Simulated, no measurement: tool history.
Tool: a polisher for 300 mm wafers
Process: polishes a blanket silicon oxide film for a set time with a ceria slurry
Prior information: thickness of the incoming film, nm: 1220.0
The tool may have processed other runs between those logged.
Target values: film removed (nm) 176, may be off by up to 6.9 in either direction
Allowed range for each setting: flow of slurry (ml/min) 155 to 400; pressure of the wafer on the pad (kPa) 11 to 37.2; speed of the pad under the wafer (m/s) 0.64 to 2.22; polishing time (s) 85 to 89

run,hour,flow of slurry (ml/min),pressure of the wafer on the pad (kPa),speed of the pad under the wafer (m/s),polishing time (s),film removed (nm)
1,0,255,24.1,1.42,85,612.98
2,1.4,255,20,1.42,85,503.92
3,3.5,220,17.2,1.16,85,356.86
4,12.5,205,15.2,0.98,85,268.17
5,17.9,205,15.2,1.3,85,351.03
6,21.2,195,13.8,1.1,85,266.59
7,22,185,13.1,1,85,230.52
8,26.5,175,12.4,0.94,85,205.96

Which one of the following 5 next-run settings gets every result inside its allowed miss? There is exactly one.
A,31,160,12.4,1.14,88,?
B,31,175,13.1,1.04,85,?
C,31,200,11,0.88,85,?
D,31,165,13.1,1.12,88,?
E,31,155,12.4,0.94,85,?

move,film removed (nm)
A,252.39
B,238.9
C,177.08
D,262.71
E,201.29
A: moves away from the targets compared with the last run
B: moves away from the targets compared with the last run
C: every result lands within tolerance
D: moves away from the targets compared with the last run
E: an improvement on the last run, though not all results are within tolerance
C is the move that brings every result within its allowed miss.
